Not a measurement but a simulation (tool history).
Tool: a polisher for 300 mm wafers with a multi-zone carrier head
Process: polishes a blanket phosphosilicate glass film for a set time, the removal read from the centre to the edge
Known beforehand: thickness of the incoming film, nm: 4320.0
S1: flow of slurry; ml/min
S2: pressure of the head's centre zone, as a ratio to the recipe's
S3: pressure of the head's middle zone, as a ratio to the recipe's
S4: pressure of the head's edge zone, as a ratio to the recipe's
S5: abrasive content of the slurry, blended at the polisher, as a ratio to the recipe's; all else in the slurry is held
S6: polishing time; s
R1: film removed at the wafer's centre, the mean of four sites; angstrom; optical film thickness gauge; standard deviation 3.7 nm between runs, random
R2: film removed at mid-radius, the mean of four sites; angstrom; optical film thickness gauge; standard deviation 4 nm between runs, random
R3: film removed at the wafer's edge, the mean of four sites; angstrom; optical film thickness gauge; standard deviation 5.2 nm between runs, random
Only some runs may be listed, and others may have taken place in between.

run 1 hour=0.0 | S1=240 S2=1.00 S3=1.00 S4=1.00 S5=1.00 S6=63 | R1=6554.9 R2=6633.1 R3=6685.8
run 2 hour=4.1 | S1=195 S2=1.00 S3=1.00 S4=1.00 S5=1.00 S6=63 | R1=6413.1 R2=6431.6 R3=6496.4
run 3 hour=11.0 | S1=195 S2=1.00 S3=1.00 S4=1.00 S5=1.15 S6=63 | R1=6888.8 R2=6989.9 R3=7200.9
run 4 hour=11.9 | S1=145 S2=1.00 S3=1.00 S4=1.00 S5=1.15 S6=63 | R1=6492.9 R2=6491.7 R3=6702.5
run 5 hour=15.7 | S1=145 S2=1.00 S3=1.00 S4=1.00 S5=1.00 S6=63 | R1=5932.2 R2=5986.9 R3=6170.2
run 6 hour=18.5 | S1=145 S2=1.01 S3=0.95 S4=1.01 S5=0.90 S6=63 | R1=5646.8 R2=5421.0 R3=5949.4
run 7 hour=23.7 | S1=145 S2=1.01 S3=0.95 S4=1.01 S5=0.90 S6=63 | R1=5603.1 R2=5376.9 R3=5841.5
run 8 hour=32.5 | S1=145 S2=1.03 S3=0.92 S4=1.01 S5=0.85 S6=63 | R1=5487.2 R2=5042.4 R3=5610.7
run 9 hour=33.2 | S1=145 S2=1.04 S3=0.89 S4=1.02 S5=0.80 S6=63 | R1=5330.7 R2=4711.0 R3=5399.4
run 10 hour=40.8 | S1=145 S2=1.07 S3=0.81 S4=1.04 S5=0.70 S6=63 | R1=4891.4 R2=4018.2 R3=4952.9
run 11 hour=46.4 | S1=150 S2=1.08 S3=0.81 S4=1.05 S5=0.70 S6=63 | R1=5051.3 R2=3965.1 R3=4872.9

Run 12 comes next. What will it give?
run 12 hour=47.3 | S1=150 S2=1.07 S3=0.81 S4=1.06 S5=0.70 S6=63 | R1=? R2=? R3=?

R1: 4949.7 angstrom
R2: 4016.6 angstrom
R3: 4897.6 angstrom
